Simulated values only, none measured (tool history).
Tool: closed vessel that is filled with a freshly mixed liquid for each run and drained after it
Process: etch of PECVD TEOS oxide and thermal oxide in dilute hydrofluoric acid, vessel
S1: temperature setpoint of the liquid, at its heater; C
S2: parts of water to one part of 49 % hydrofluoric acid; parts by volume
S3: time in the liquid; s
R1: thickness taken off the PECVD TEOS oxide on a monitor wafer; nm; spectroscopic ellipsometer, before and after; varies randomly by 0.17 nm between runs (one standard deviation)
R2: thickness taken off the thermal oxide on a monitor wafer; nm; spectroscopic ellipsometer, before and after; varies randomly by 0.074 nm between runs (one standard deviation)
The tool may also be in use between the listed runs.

run	day	S1	S2	S3	R1	R2
1	0	25	155	325	28.332	9.0646
2	0.262	27.5	155	325	30.968	9.9782
3	0.442	28.5	155	325	32.292	10.174
4	0.667	30	155	325	33.736	10.874
5	0.754	30	155	450	47.376	14.943
6	1.1	30	115	450	67.032	21.047

Run 7 is up next; what results do you expect?
7	1.458	26	120	450	?	?

R1: 54.77 nm
R2: 17.585 nm
